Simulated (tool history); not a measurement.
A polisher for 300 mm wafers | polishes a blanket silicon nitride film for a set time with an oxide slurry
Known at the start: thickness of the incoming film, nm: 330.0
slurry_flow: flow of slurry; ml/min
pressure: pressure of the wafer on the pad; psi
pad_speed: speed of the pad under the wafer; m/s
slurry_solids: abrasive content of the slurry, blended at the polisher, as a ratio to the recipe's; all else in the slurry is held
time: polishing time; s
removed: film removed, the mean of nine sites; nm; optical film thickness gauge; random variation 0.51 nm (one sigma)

run,hour,slurry_flow,pressure,pad_speed,slurry_solids,time,removed
1,0,175,3.2,1,1,50,27.75
2,7,175,3.6,1,1,50,31.5
3,15.6,175,3.2,1,1,50,28.418
4,23.5,175,3.2,1,1.2,50,31.629
5,27.8,175,3.2,1,1.2,50,32.286
6,32.4,150,3.2,1,1.2,50,31.242
7,37.2,190,4.1,1.02,1.2,50,40.502
8,40.3,190,4.2,1.02,1.2,50,41.425
9,45.1,190,4.3,1.02,1.2,50,42.577

Run 10 comes next. What will it give?
10,46,190,4.4,1.02,1.2,50,?

{"run 10": {"removed": 43.412}}
